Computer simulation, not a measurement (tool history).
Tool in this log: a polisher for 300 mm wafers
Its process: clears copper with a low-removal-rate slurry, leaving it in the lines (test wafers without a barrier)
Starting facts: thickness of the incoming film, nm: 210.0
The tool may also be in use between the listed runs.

run  hour  flow of slurry (ml/min)  pressure of the wafer on the pad (psi)  speed of the pad under the wafer (m/s)  abrasive content of the slurry  overpolish time after the end point (s)  time until the end point was called (s)  dishing of a wide line in a test structure (Å)
  1   0.0                      155                                     2.3                                    0.82                            1.00                                       23                                   115.87                                         284.260
  2   6.8                      155                                     2.3                                    0.82                            0.80                                       23                                   119.95                                         284.830
  3  11.6                      155                                     2.1                                    0.82                            0.85                                       20                                   130.45                                         225.650
  4  13.7                      155                                     2.0                                    0.82                            0.85                                       18                                   136.11                                         189.250
  5  19.6                      180                                     2.0                                    0.82                            0.85                                       18                                   131.41                                         200.890
  6  24.3                      180                                     1.7                                    0.82                            0.85                                       18                                   151.92                                         172.640
  7  26.8                      155                                     1.6                                    0.82                            0.85                                       10                                   168.63                                          94.427

Estimate the outcome of run 8 from the log above:
  8  28.9                      160                                     1.6                                    0.82                            0.85                                       11                                        ?                                               ?

time until the end point was called (s): 166.57
dishing of a wide line in a test structure (Å): 99.918

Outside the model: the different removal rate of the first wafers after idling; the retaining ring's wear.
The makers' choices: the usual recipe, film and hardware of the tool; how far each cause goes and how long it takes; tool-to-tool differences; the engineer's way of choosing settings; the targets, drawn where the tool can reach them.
